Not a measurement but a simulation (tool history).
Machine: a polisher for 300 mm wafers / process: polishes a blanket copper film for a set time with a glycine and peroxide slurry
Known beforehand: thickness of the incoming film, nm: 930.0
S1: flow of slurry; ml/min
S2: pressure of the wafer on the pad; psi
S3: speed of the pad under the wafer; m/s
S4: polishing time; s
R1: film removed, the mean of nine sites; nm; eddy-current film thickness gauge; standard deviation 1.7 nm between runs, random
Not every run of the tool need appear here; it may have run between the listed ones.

run,hour,S1,S2,S3,S4,R1
1,0.0,240,1.7,0.94,58,186.69
2,5.2,285,1.7,0.94,58,194.97
3,8.1,285,1.7,1.04,58,210.65
4,8.7,285,1.9,1.04,58,227.53
5,13.0,280,1.7,1.04,58,209.72
6,21.5,275,1.6,1.04,58,199.45

For run 7, what comes out?
7,29.1,270,1.5,1.04,58,?

Run 7 produced R1 187.20 nm.
